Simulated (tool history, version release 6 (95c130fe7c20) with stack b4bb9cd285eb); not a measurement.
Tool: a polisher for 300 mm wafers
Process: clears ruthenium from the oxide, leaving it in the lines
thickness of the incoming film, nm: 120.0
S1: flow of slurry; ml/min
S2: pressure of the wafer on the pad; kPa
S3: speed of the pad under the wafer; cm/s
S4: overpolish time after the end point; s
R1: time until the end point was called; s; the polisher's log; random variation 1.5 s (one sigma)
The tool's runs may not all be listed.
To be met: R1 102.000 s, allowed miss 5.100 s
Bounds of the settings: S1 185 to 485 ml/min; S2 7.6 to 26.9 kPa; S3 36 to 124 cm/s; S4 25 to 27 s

run  hour   S1    S2  S3  S4       R1
  1   0.0  310  17.2  80  25  145.010
  2   1.9  310  17.2  60  25  189.950
  3   5.1  310  20.7  62  25  158.000
  4   8.4  310  22.8  66  25  137.340
     13.3  -- worn pad replaced by a new one
  5  13.3  355  22.8  66  25  130.120
  6  18.4  370  24.1  66  25  121.680
  7  20.9  375  24.8  66  25  121.750
  8  23.7  375  24.8  66  25  118.670
  9  29.8  380  25.5  68  25  112.130

Which of these 5 next moves meets every target?
  A  35.9  420  24.1  64  27   ?
  B  35.9  395  24.8  68  26   ?
  C  35.9  430  24.1  68  27   ?
  D  35.9  330  26.9  82  27   ?
  E  35.9  375  26.9  70  27   ?

move       R1
   A  123.280
   B  113.790
   C  116.100
   D   89.451
   E  103.160
A: further off than the last run
B: further off than the last run
C: further off than the last run
D: takes the result that was furthest off past its target
E: meets every target
Answer: E

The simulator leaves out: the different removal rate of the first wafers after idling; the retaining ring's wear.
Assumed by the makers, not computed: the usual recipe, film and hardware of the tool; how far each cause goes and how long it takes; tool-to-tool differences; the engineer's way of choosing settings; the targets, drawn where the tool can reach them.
